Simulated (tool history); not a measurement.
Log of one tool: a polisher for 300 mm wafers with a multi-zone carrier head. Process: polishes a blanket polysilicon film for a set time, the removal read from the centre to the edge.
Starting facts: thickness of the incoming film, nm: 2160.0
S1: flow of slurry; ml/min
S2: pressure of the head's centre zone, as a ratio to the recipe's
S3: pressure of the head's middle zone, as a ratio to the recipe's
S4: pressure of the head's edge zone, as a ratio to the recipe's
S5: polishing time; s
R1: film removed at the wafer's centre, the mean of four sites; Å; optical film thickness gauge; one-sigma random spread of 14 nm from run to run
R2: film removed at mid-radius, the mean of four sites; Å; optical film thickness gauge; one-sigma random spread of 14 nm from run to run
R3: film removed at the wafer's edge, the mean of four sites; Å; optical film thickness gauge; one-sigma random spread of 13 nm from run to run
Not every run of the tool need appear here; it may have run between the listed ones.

{"run": 1, "hour": 0.0, "S1": 250, "S2": 1.0, "S3": 1.0, "S4": 1.0, "S5": 81, "R1": 7858.5, "R2": 8277.0, "R3": 8216.8}
{"run": 2, "hour": 0.6, "S1": 250, "S2": 1.0, "S3": 0.96, "S4": 1.0, "S5": 81, "R1": 8041.1, "R2": 7868.1, "R3": 8367.3}
{"run": 3, "hour": 8.6, "S1": 250, "S2": 1.0, "S3": 0.88, "S4": 1.0, "S5": 81, "R1": 8075.1, "R2": 7335.2, "R3": 8284.0}
{"run": 4, "hour": 15.9, "S1": 250, "S2": 1.04, "S3": 0.88, "S4": 1.0, "S5": 81, "R1": 8515.7, "R2": 7286.8, "R3": 8231.6}
{"run": 5, "hour": 20.8, "S1": 250, "S2": 1.04, "S3": 0.89, "S4": 1.01, "S5": 83, "R1": 8395.4, "R2": 7488.5, "R3": 8441.4}
{"run": 6, "hour": 23.2, "S1": 250, "S2": 1.04, "S3": 0.89, "S4": 1.01, "S5": 63, "R1": 6512.7, "R2": 5784.6, "R3": 6449.0}
{"run": 7, "hour": 24.5, "S1": 250, "S2": 1.04, "S3": 0.9, "S4": 1.02, "S5": 68, "R1": 7044.6, "R2": 6279.3, "R3": 6920.3}
{"run": 8, "hour": 26.1, "S1": 250, "S2": 1.04, "S3": 0.91, "S4": 1.03, "S5": 72, "R1": 7508.2, "R2": 6674.2, "R3": 7392.9}

For run 9, what comes out?
{"run": 9, "hour": 27.8, "S1": 250, "S2": 1.04, "S3": 0.92, "S4": 1.04, "S5": 75, "R1": "?", "R2": "?", "R3": "?"}

R1: 7671.0 Å
R2: 7051.4 Å
R3: 7838.5 Å
